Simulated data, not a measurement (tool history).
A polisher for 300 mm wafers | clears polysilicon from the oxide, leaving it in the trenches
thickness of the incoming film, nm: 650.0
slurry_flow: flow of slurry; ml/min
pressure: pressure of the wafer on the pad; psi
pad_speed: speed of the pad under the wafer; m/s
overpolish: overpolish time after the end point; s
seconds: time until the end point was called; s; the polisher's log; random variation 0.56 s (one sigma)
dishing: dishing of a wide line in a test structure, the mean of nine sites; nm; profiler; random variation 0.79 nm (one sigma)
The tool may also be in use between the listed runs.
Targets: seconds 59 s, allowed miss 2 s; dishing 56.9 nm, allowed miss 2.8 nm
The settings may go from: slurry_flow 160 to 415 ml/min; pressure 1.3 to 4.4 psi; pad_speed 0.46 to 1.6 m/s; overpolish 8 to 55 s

run 1 day=0 | slurry_flow=265 pressure=2.8 pad_speed=1.02 overpolish=28 | seconds=44.094 dishing=72.792
run 2 day=0.279 | slurry_flow=320 pressure=2.8 pad_speed=1.02 overpolish=28 | seconds=44.284 dishing=72.101
run 3 day=0.517 | slurry_flow=330 pressure=2.7 pad_speed=1.02 overpolish=26 | seconds=45.299 dishing=72.558
run 4 day=0.704 | slurry_flow=335 pressure=2.7 pad_speed=1 overpolish=24 | seconds=46.369 dishing=73.121
run 5 day=0.929 | slurry_flow=315 pressure=2.6 pad_speed=1 overpolish=28 | seconds=47.991 dishing=73.727
run 6 day=1.075 | slurry_flow=315 pressure=2.7 pad_speed=0.94 overpolish=26 | seconds=49.932 dishing=72.83
run 7 day=1.308 | slurry_flow=315 pressure=2.7 pad_speed=0.92 overpolish=24 | seconds=50.535 dishing=71.613
run 8 day=1.342 | slurry_flow=315 pressure=2.7 pad_speed=0.92 overpolish=24 | seconds=50.053 dishing=72.54
run 9 day=1.438 | slurry_flow=315 pressure=2.7 pad_speed=0.92 overpolish=24 | seconds=50.062 dishing=70.67
run 10 day=1.7 | slurry_flow=295 pressure=2.8 pad_speed=0.88 overpolish=22 | seconds=51.806 dishing=70.25
run 11 day=1.833 | slurry_flow=295 pressure=2.8 pad_speed=0.88 overpolish=22 | seconds=52.01 dishing=69.051
run 12 day=2.062 | slurry_flow=280 pressure=2.9 pad_speed=0.86 overpolish=20 | seconds=51.667 dishing=71.101
run 13 day=2.167 | slurry_flow=295 pressure=3 pad_speed=0.82 overpolish=19 | seconds=51.814 dishing=68.779
run 14 day=2.258 | slurry_flow=370 pressure=3.4 pad_speed=0.54 overpolish=8 | seconds=67.442 dishing=44.627
run 15 day=2.375 | slurry_flow=355 pressure=3.4 pad_speed=0.54 overpolish=9 | seconds=67.65 dishing=47.79
run 16 day=2.629 | slurry_flow=345 pressure=3.4 pad_speed=0.54 overpolish=10 | seconds=68.964 dishing=51.306
run 17 day=2.904 | slurry_flow=340 pressure=3.5 pad_speed=0.54 overpolish=10 | seconds=66.729 dishing=50.456
run 18 day=3.121 | slurry_flow=415 pressure=3.6 pad_speed=0.62 overpolish=24 | seconds=56.617 dishing=73.072
run 19 day=3.238 | slurry_flow=340 pressure=3.6 pad_speed=0.62 overpolish=17 | seconds=57.265 dishing=66.35
run 20 day=3.533 | slurry_flow=345 pressure=3.6 pad_speed=0.62 overpolish=17 | seconds=57.013 dishing=67.544

5 next moves are on the table. One of them brings every result within its allowed miss. Which?
run A day=3.829 | slurry_flow=340 pressure=3.5 pad_speed=0.62 overpolish=14 | seconds=? dishing=?
run B day=3.829 | slurry_flow=295 pressure=3.3 pad_speed=0.66 overpolish=11 | seconds=? dishing=?
run C day=3.829 | slurry_flow=335 pressure=3.9 pad_speed=0.52 overpolish=12 | seconds=? dishing=?
run D day=3.829 | slurry_flow=355 pressure=3.4 pad_speed=0.56 overpolish=16 | seconds=? dishing=?
run E day=3.829 | slurry_flow=330 pressure=4.1 pad_speed=0.5 overpolish=19 | seconds=? dishing=?

move=A seconds=57.249 dishing=64.284
move=B seconds=57.39 dishing=58.698
move=C seconds=61.474 dishing=59.149
move=D seconds=64.506 dishing=64.577
move=E seconds=61.047 dishing=68.677
A: nearer than the last run, and not there yet
B: meets every target
C: brings the result that was furthest off to its target, and leaves another outside
D: nearer than the last run, and not there yet
E: further off than the last run
Move B is the one to make.
